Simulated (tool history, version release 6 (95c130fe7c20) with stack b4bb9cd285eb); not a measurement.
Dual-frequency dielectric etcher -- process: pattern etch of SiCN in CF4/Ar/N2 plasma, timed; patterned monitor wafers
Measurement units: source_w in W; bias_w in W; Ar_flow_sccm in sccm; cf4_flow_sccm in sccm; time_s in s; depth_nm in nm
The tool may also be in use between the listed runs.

| run | hour | source_w | bias_w | Ar_flow_sccm | cf4_flow_sccm | time_s | depth_nm |
|---|---|---|---|---|---|---|---|
| 1 | 0 | 310 | 55 | 102 | 73 | 70.5 | 38.234 |
| 2 | 7.2 | 320 | 55 | 102 | 73 | 70.5 | 39.736 |
| 3 | 16.3 | 320 | 55 | 102 | 73 | 64 | 35.939 |
| 4 | 24.6 | 330 | 56 | 102 | 73 | 64 | 37.137 |
| 5 | 29.4 | 330 | 56 | 102 | 73 | 70.5 | 40.622 |
| 6 | 31.9 | 330 | 56 | 84 | 73 | 70.5 | 42.232 |
| 7 | 40.2 | 340 | 56 | 84 | 73 | 70.5 | 43.768 |

What will run 8 give?
| 8 | 41.8 | 350 | 56 | 84 | 73 | 70.5 | ? |

{"run 8": {"depth_nm": 44.955}}

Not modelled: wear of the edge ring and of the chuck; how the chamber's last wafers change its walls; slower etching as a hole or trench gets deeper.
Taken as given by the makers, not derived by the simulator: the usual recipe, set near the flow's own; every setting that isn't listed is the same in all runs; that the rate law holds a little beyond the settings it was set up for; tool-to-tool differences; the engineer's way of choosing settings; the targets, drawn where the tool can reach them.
